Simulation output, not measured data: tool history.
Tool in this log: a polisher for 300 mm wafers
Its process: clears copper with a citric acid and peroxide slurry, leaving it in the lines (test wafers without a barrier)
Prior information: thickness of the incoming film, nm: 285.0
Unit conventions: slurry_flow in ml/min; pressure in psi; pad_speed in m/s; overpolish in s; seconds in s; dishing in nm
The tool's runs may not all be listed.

{"run": 1, "hour": 0.0, "slurry_flow": 195, "pressure": 2.8, "pad_speed": 0.86, "slurry_solids": 1, "overpolish": 28, "seconds": 153, "dishing": 25.177}
{"run": 2, "hour": 1.8, "slurry_flow": 190, "pressure": 2.3, "pad_speed": 0.74, "slurry_solids": 1, "overpolish": 21, "seconds": 217.31, "dishing": 16.808}
{"run": 3, "hour": 4.1, "slurry_flow": 190, "pressure": 2.3, "pad_speed": 0.9, "slurry_solids": 1, "overpolish": 21, "seconds": 179.19, "dishing": 18.759}
{"run": 4, "hour": 5.7, "slurry_flow": 160, "pressure": 2.3, "pad_speed": 0.9, "slurry_solids": 1, "overpolish": 21, "seconds": 181.03, "dishing": 18.146}
{"run": 5, "hour": 8.7, "slurry_flow": 180, "pressure": 2.3, "pad_speed": 0.9, "slurry_solids": 1, "overpolish": 21, "seconds": 184.4, "dishing": 18.725}
{"run": 6, "hour": 11.4, "slurry_flow": 180, "pressure": 1.6, "pad_speed": 0.9, "slurry_solids": 1, "overpolish": 21, "seconds": 253.72, "dishing": 13.771}
{"run": 7, "hour": 16.7, "slurry_flow": 180, "pressure": 1.5, "pad_speed": 0.82, "slurry_solids": 1, "overpolish": 18, "seconds": 293.75, "dishing": 11.681}
{"run": 8, "hour": 21.9, "slurry_flow": 180, "pressure": 1.4, "pad_speed": 0.78, "slurry_solids": 1, "overpolish": 17, "seconds": 317.89, "dishing": 9.5087}
{"run": 9, "hour": 22.8, "slurry_flow": 170, "pressure": 1.3, "pad_speed": 0.64, "slurry_solids": 0.95, "overpolish": 23, "seconds": 413.1, "dishing": 9.9928}
{"run": 10, "hour": 27.2, "slurry_flow": 170, "pressure": 1.3, "pad_speed": 0.64, "slurry_solids": 0.95, "overpolish": 21, "seconds": 414.36, "dishing": 9.2538}
{"run": 11, "hour": 29.3, "slurry_flow": 170, "pressure": 1.3, "pad_speed": 0.64, "slurry_solids": 0.95, "overpolish": 20, "seconds": 425.59, "dishing": 9.1047}

Run 12 is up next; what results do you expect?
{"run": 12, "hour": 29.9, "slurry_flow": 175, "pressure": 1.3, "pad_speed": 0.64, "slurry_solids": 0.95, "overpolish": 19, "seconds": "?", "dishing": "?"}

{"run 12": {"seconds": 414.88, "dishing": 8.6235}}

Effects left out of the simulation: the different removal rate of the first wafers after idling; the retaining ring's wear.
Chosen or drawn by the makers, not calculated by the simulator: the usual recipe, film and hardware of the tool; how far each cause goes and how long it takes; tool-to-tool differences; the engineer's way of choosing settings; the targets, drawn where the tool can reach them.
